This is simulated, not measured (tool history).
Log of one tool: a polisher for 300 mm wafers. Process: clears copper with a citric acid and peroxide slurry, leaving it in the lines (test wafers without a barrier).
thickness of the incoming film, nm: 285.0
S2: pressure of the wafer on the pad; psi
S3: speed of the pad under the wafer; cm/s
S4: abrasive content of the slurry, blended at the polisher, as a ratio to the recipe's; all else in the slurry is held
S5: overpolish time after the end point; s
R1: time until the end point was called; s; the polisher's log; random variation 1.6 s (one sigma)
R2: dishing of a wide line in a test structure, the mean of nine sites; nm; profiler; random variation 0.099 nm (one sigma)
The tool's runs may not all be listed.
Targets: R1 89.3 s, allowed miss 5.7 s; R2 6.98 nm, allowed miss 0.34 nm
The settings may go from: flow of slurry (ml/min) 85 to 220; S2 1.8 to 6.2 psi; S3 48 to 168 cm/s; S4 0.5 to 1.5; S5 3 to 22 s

Run 1, day 0: flow of slurry (ml/min) 140, S2 4 psi, S3 108 cm/s, S4 1, S5 11 s. Result: R1 70.021 s, R2 29.857 nm.
Run 2, day 0.312: flow of slurry (ml/min) 145, S2 3.7 psi, S3 102 cm/s, S4 1, S5 9 s. Result: R1 79.349 s, R2 22.602 nm.
Run 3, day 0.521: flow of slurry (ml/min) 145, S2 4.6 psi, S3 102 cm/s, S4 1, S5 9 s. Result: R1 66.882 s, R2 26.5 nm.
Run 4, day 0.646: flow of slurry (ml/min) 145, S2 3.8 psi, S3 102 cm/s, S4 1, S5 9 s. Result: R1 76.662 s, R2 23.159 nm.
Run 5, day 0.992: flow of slurry (ml/min) 145, S2 3.8 psi, S3 130 cm/s, S4 1, S5 9 s. Result: R1 61.345 s, R2 28.108 nm.
Run 6, day 1.362: flow of slurry (ml/min) 130, S2 3.3 psi, S3 128 cm/s, S4 0.9, S5 8 s. Result: R1 69.776 s, R2 21.734 nm.
Run 7, day 1.712: flow of slurry (ml/min) 120, S2 2.9 psi, S3 126 cm/s, S4 0.8, S5 7 s. Result: R1 82.181 s, R2 16.701 nm.
Run 8, day 1.758: flow of slurry (ml/min) 110, S2 2.6 psi, S3 128 cm/s, S4 0.75, S5 6 s. Result: R1 95.494 s, R2 12.781 nm.
Run 9, day 2.029: flow of slurry (ml/min) 105, S2 2.4 psi, S3 134 cm/s, S4 0.7, S5 5 s. Result: R1 98.621 s, R2 10.594 nm.
Run 10, day 2.121: flow of slurry (ml/min) 100, S2 2.3 psi, S3 142 cm/s, S4 0.65, S5 5 s. Result: R1 102.53 s, R2 10.502 nm.
Run 11, day 2.183: flow of slurry (ml/min) 95, S2 2.2 psi, S3 148 cm/s, S4 0.6, S5 5 s. Result: R1 100.86 s, R2 10.175 nm.
Run 12, day 2.271: flow of slurry (ml/min) 95, S2 2.1 psi, S3 152 cm/s, S4 0.6, S5 5 s. Result: R1 100.17 s, R2 9.9471 nm.
Run 13, day 2.342: flow of slurry (ml/min) 85, S2 1.8 psi, S3 160 cm/s, S4 0.5, S5 3 s. Result: R1 119.43 s, R2 5.1953 nm.
Run 14, day 2.692: flow of slurry (ml/min) 95, S2 1.9 psi, S3 162 cm/s, S4 0.5, S5 3 s. Result: R1 109.9 s, R2 5.706 nm.
Run 15, day 2.733: flow of slurry (ml/min) 95, S2 2.1 psi, S3 162 cm/s, S4 0.5, S5 3 s. Result: R1 100.22 s, R2 6.072 nm.
Run 16, day 2.896: flow of slurry (ml/min) 95, S2 2.2 psi, S3 162 cm/s, S4 0.5, S5 3 s. Result: R1 99.533 s, R2 6.2084 nm.
Run 17, day 3.262: flow of slurry (ml/min) 95, S2 2.3 psi, S3 162 cm/s, S4 0.5, S5 3 s. Result: R1 96.097 s, R2 6.559 nm.

Which of these 4 next moves meets every target?
Run A, day 3.629: flow of slurry (ml/min) 90, S2 2.1 psi, S3 168 cm/s, S4 0.55, S5 3 s. Result: R1 ?, R2 ?.
Run B, day 3.629: flow of slurry (ml/min) 95, S2 1.8 psi, S3 158 cm/s, S4 0.5, S5 4 s. Result: R1 ?, R2 ?.
Run C, day 3.629: flow of slurry (ml/min) 85, S2 2.5 psi, S3 168 cm/s, S4 0.55, S5 3 s. Result: R1 ?, R2 ?.
Run D, day 3.629: flow of slurry (ml/min) 85, S2 1.9 psi, S3 162 cm/s, S4 0.5, S5 4 s. Result: R1 ?, R2 ?.

move      R1      R2
   A  95.808  6.2773
   B  114.23  6.9973
   C  86.616  6.9366
   D  111.28  7.1813
A: further off than the last run
B: brings the result that was furthest off to its target, and leaves another outside
C: meets every target
D: brings the result that was furthest off to its target, and leaves another outside
Answer: C
